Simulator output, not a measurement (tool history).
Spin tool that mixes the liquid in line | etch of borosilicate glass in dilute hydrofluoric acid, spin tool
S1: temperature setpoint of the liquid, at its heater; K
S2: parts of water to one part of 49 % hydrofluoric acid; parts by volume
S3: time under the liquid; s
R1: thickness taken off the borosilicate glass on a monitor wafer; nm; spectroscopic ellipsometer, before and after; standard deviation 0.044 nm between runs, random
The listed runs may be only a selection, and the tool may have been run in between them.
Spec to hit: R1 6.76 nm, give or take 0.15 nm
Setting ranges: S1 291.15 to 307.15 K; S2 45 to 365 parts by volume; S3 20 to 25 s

run,hour,S1,S2,S3,R1
1,0,299.15,205,25,3.836
2,8.7,299.15,205,25,3.8279
3,14.2,301.15,205,25,4.0369
4,18.2,301.15,205,20,3.2263
5,21.7,301.15,175,20,3.9155
6,23.6,304.65,175,20,4.4898
7,24.2,305.15,165,20,4.8938
8,25.9,305.65,160,20,5.1487
9,31.3,305.65,155,20,5.3121
10,32.3,305.65,150,20,5.5918
11,38.2,307.15,125,20,7.2291
12,47.2,306.65,125,20,7.2265

5 candidate next runs follow, results not yet known. Just one meets every target within its allowed miss. Identify it.
A,56.2,307.15,120,20,?
B,56.2,305.15,135,25,?
C,56.2,307.15,140,20,?
D,56.2,305.65,135,20,?
E,56.2,305.15,125,20,?

move,R1
A,7.7325
B,7.8301
C,6.4352
D,6.3765
E,6.8613
A: moves away from the targets compared with the last run
B: moves away from the targets compared with the last run
C: the result that was furthest off in the last run now lies on the other side of its target
D: the result that was furthest off in the last run now lies on the other side of its target
E: meets every target
Correct choice: E, which meets every target

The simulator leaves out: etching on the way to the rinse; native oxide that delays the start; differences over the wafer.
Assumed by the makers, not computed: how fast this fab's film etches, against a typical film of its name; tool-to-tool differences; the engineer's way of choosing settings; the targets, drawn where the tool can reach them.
